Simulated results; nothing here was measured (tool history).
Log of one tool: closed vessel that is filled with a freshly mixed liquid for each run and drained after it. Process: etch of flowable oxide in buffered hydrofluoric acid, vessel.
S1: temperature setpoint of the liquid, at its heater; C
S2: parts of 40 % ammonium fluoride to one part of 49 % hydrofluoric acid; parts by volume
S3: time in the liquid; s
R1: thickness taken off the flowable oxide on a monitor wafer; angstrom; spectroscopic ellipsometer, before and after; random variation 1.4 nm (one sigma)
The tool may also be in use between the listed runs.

run	hour	S1	S2	S3	R1
1	0	23	22	30	585.36
2	7.3	23	22	30	596.39
3	13.9	24	20.5	30	655.11
4	16	25	19	30	745.17
5	24.9	26	18	30	844.1
6	29.6	24.5	18	30	755.15

The next listed run, before its measurement:
7	36.2	25.5	17.5	30	?

{"run 7": {"R1": 831.75}}
